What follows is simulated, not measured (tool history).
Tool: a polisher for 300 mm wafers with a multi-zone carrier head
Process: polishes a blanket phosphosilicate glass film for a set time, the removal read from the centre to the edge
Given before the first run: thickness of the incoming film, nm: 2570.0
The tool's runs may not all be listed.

run	hour	flow of slurry (ml/min)	pressure of the head's centre zone	pressure of the head's middle zone	pressure of the head's edge zone	abrasive content of the slurry	polishing time (s)	film removed at the wafer's centre (angstrom)	film removed at mid-radius (angstrom)	film removed at the wafer's edge (angstrom)
1	0.0	310	1.00	1.00	1.00	1.00	43	2026.0	2109.2	2090.7
2	3.5	310	1.00	1.00	1.00	1.15	43	2287.5	2248.3	2257.2
3	4.6	310	0.99	0.99	1.04	1.20	43	2274.6	2260.2	2354.4
4	10.1	315	1.00	0.99	1.07	1.25	43	2345.0	2332.9	2441.2
5	11.7	315	1.00	0.99	1.02	1.25	43	2336.0	2331.0	2365.3
# hour 19.6: slurry nozzle cleaned
6	19.6	315	1.00	0.99	1.02	1.15	43	2269.2	2279.0	2265.1
7	22.4	310	1.00	0.98	1.05	1.20	43	2341.5	2277.9	2420.3

Forecast run 8:
8	23.0	310	1.01	0.98	1.08	1.20	43	?	?	?

{"run 8": {"film removed at the wafer's centre (angstrom)": 2366.5, "film removed at mid-radius (angstrom)": 2290.8, "film removed at the wafer's edge (angstrom)": 2433.8}}
